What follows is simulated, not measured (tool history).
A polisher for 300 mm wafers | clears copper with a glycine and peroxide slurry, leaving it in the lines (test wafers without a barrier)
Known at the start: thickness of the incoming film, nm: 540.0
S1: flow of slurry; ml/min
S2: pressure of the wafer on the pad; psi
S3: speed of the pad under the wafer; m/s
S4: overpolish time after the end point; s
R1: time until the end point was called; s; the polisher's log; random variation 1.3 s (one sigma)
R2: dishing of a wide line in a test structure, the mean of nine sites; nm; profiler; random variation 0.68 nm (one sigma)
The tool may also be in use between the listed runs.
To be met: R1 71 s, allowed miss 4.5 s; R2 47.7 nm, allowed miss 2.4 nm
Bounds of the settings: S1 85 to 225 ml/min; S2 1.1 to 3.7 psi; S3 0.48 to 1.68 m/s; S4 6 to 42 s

| run | day | S1 | S2 | S3 | S4 | R1 | R2 |
|---|---|---|---|---|---|---|---|
| 1 | 0 | 145 | 2.4 | 1.08 | 21 | 83.841 | 69.921 |
| 2 | 0.258 | 145 | 2.5 | 1.1 | 18 | 80.409 | 65.03 |
| 3 | 0.379 | 110 | 2.5 | 1.1 | 18 | 85.774 | 64.708 |
| 4 | 0.492 | 120 | 2.6 | 1.12 | 15 | 80.547 | 58.663 |
| 5 | 0.517 | 145 | 2.6 | 1.12 | 15 | 77.181 | 59.971 |
| 6 | 0.808 | 150 | 2.6 | 1.12 | 13 | 76.301 | 55.5 |
| 7 | 1.012 | 150 | 2.6 | 1.12 | 13 | 77.148 | 54.559 |
| 8 | 1.308 | 155 | 2.8 | 1.16 | 6 | 72.597 | 30.863 |
| 9 | 1.654 | 155 | 2.7 | 1.2 | 7 | 73.509 | 34.815 |
| 10 | 1.925 | 155 | 2.8 | 1.16 | 8 | 74.812 | 39.165 |
| 11 | 1.971 | 155 | 2.9 | 1.14 | 8 | 73.284 | 40.083 |
| 12 | 2.033 | 155 | 3.1 | 1.12 | 13 | 71.757 | 59.428 |
| 13 | 2.275 | 155 | 3 | 1.14 | 13 | 68.854 | 59.249 |
| 14 | 2.404 | 155 | 2.9 | 1.16 | 13 | 70.11 | 58.007 |
| 15 | 2.683 | 155 | 2.8 | 1.2 | 6 | 68.688 | 31.355 |
| 16 | 2.896 | 155 | 3 | 1.16 | 6 | 70.921 | 31.352 |
|  | 3.046 | head pressure recalibrated |
| 17 | 3.046 | 160 | 2.9 | 1.16 | 7 | 73.941 | 33.677 |

Which of these 4 next moves meets every target?
| A | 3.196 | 140 | 2.7 | 1.12 | 9 | ? | ? |
| B | 3.196 | 165 | 3.4 | 0.84 | 12 | ? | ? |
| C | 3.196 | 140 | 3.2 | 1.14 | 10 | ? | ? |
| D | 3.196 | 150 | 2.8 | 1.22 | 9 | ? | ? |

| move | R1 | R2 |
|---|---|---|
| A | 78.502 | 39.79 |
| B | 85.221 | 47.593 |
| C | 70.53 | 47.369 |
| D | 70.738 | 43.262 |
A: nearer than the last run, and not there yet
B: brings the result that was furthest off to its target, and leaves another outside
C: meets every target
D: nearer than the last run, and not there yet
The right move is C.

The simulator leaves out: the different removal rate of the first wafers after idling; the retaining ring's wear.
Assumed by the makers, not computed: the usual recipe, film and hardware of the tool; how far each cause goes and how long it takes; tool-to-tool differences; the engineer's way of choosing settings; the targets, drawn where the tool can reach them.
